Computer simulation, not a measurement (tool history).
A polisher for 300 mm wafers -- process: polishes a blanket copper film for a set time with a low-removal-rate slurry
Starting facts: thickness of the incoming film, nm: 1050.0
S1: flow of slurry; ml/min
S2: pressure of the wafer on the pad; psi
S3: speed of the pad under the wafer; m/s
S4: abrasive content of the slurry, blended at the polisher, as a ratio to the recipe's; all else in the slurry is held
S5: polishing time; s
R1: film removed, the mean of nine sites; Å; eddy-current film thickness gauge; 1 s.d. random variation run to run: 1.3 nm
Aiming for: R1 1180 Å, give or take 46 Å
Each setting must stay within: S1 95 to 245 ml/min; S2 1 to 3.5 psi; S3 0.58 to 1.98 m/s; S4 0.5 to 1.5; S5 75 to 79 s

| run | hour | S1 | S2 | S3 | S4 | S5 | R1 |
|---|---|---|---|---|---|---|---|
| 1 | 0 | 155 | 2.2 | 1.28 | 1 | 75 | 1875.5 |
| 2 | 1.4 | 155 | 2.2 | 1.28 | 0.85 | 75 | 1801.5 |
| 3 | 9.4 | 155 | 2.2 | 1.12 | 0.85 | 75 | 1669.3 |
| 4 | 16.6 | 155 | 2.2 | 1.12 | 0.65 | 75 | 1643 |
| 5 | 19.3 | 155 | 2.2 | 0.86 | 0.65 | 75 | 1379.9 |
| 6 | 27.2 | 150 | 2.1 | 0.86 | 0.65 | 75 | 1365.6 |
| 7 | 32.6 | 150 | 2 | 0.86 | 0.65 | 75 | 1293.5 |
| 8 | 38.8 | 140 | 1.8 | 0.86 | 0.65 | 75 | 1107 |

Which single option among these 5 for the next run brings every result within its allowed miss of target? Just one does.
| A | 45 | 105 | 2.1 | 0.88 | 0.75 | 76 | ? |
| B | 45 | 160 | 1.9 | 0.82 | 0.8 | 79 | ? |
| C | 45 | 135 | 1.6 | 0.82 | 0.5 | 75 | ? |
| D | 45 | 130 | 1.8 | 1.06 | 0.65 | 78 | ? |
| E | 45 | 120 | 1.8 | 0.9 | 0.75 | 79 | ? |

| move | R1 |
|---|---|
| A | 1284.1 |
| B | 1300.9 |
| C | 947.69 |
| D | 1296.5 |
| E | 1205.7 |
A: pushes the last run's worst result past its target
B: pushes the last run's worst result past its target
C: moves away from the targets compared with the last run
D: pushes the last run's worst result past its target
E: meets every target
Go with E: it meets all targets.
